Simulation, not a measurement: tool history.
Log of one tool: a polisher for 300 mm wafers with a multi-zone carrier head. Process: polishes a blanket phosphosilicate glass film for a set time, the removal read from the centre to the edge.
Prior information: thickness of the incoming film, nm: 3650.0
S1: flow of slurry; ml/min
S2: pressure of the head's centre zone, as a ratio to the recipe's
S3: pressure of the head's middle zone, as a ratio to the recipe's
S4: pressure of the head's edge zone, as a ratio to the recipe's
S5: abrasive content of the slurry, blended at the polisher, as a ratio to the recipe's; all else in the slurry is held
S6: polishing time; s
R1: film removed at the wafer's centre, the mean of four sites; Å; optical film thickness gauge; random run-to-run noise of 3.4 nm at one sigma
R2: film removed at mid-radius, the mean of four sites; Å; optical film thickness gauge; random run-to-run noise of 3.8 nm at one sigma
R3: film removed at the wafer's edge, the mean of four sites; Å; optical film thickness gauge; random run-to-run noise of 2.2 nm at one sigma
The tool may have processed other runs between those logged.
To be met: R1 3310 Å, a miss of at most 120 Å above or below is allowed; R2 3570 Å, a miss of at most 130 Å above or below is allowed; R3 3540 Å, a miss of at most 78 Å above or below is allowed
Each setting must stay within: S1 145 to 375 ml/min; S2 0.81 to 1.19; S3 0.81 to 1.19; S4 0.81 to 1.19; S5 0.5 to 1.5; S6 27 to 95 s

run  hour   S1    S2    S3    S4    S5  S6      R1      R2      R3
  1     0  240     1     1     1     1  61  4588.6  4622.6  4531.5
  2   7.9  235  0.99  0.99  0.99  0.95  61  4416.7  4393.4  4334.2
  3  15.5  235  0.99  0.99  0.99  0.95  52  3816.4    3784  3721.3
  4  20.6  230  0.98  0.99  0.99  0.95  52  3686.5  3771.5  3678.2
  5  27.2  225  0.98  0.99  0.99  0.95  52  3742.8  3815.7  3663.7
  6  32.6  225  0.98  0.99  1.08  0.95  52    3693  3734.9    3801
  7  40.4  220  0.97  0.99  1.07  0.95  52  3606.3  3782.7    3799
  8  45.2  215  0.97  0.99  1.06  0.95  52  3708.4  3765.5  3774.5

Which single option among these 5 for the next run brings every result within its allowed miss of target? Just one does.
  A    50  145  1.17  0.99  0.95  0.85  55   ?   ?   ?
  B    50  185  1.08  1.06  1.02  1.05  47   ?   ?   ?
  C    50  205  1.02  1.08  1.04   0.9  57   ?   ?   ?
  D    50  270  1.02  0.91  1.09   0.9  54   ?   ?   ?
  E    50  230  0.94  1.02  1.09   1.2  42   ?   ?   ?

move      R1      R2      R3
   A  4122.3  3410.4  3399.9
   B  3893.3  3673.6  3509.6
   C  4095.7  4144.6  3910.2
   D  3999.2  3495.6  3858.3
   E  3364.6  3506.9  3524.5
A: further off than the last run
B: further off than the last run
C: further off than the last run
D: further off than the last run
E: every result within its allowed miss
E is the move that brings every result within its allowed miss.
